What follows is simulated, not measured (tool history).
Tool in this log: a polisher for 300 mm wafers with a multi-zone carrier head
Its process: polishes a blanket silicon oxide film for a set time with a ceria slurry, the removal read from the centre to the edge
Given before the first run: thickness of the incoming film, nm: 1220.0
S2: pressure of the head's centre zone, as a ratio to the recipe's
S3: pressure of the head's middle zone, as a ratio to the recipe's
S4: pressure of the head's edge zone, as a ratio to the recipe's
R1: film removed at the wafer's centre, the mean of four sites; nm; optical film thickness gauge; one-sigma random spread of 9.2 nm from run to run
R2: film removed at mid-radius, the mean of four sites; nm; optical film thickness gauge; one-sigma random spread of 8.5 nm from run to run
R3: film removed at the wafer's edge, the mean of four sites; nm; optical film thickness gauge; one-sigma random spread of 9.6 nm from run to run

{"run": 1, "hour": 0.0, "flow of slurry (ml/min)": 260, "S2": 1, "S3": 1, "S4": 1, "polishing time (s)": 73, "R1": 531.61, "R2": 494.13, "R3": 511.3}
{"run": 2, "hour": 7.2, "flow of slurry (ml/min)": 260, "S2": 1, "S3": 0.92, "S4": 1, "polishing time (s)": 73, "R1": 560.46, "R2": 470.78, "R3": 502.41}
{"run": 3, "hour": 8.7, "flow of slurry (ml/min)": 260, "S2": 1, "S3": 0.92, "S4": 1, "polishing time (s)": 82, "R1": 609.69, "R2": 530.93, "R3": 567.6}
{"run": 4, "hour": 14.9, "flow of slurry (ml/min)": 260, "S2": 1.01, "S3": 0.93, "S4": 1.01, "polishing time (s)": 83, "R1": 624.13, "R2": 534.72, "R3": 578.84}
{"run": 5, "hour": 15.5, "flow of slurry (ml/min)": 260, "S2": 1.02, "S3": 0.94, "S4": 1.01, "polishing time (s)": 84, "R1": 629.6, "R2": 548.75, "R3": 586.59}
{"run": 6, "hour": 22.7, "flow of slurry (ml/min)": 260, "S2": 1.03, "S3": 0.94, "S4": 1.01, "polishing time (s)": 85, "R1": 651.19, "R2": 552.12, "R3": 582.13}
{"hour": 27.5, "done": "centre zone pressure recalibrated"}
{"run": 7, "hour": 27.5, "flow of slurry (ml/min)": 260, "S2": 1.03, "S3": 0.94, "S4": 1.02, "polishing time (s)": 86, "R1": 614.92, "R2": 549.63, "R3": 589.49}

Forecast run 8:
{"run": 8, "hour": 31.2, "flow of slurry (ml/min)": 260, "S2": 1.02, "S3": 0.93, "S4": 1.01, "polishing time (s)": 87, "R1": "?", "R2": "?", "R3": "?"}

R1: 603.09 nm
R2: 567.52 nm
R3: 608.08 nm
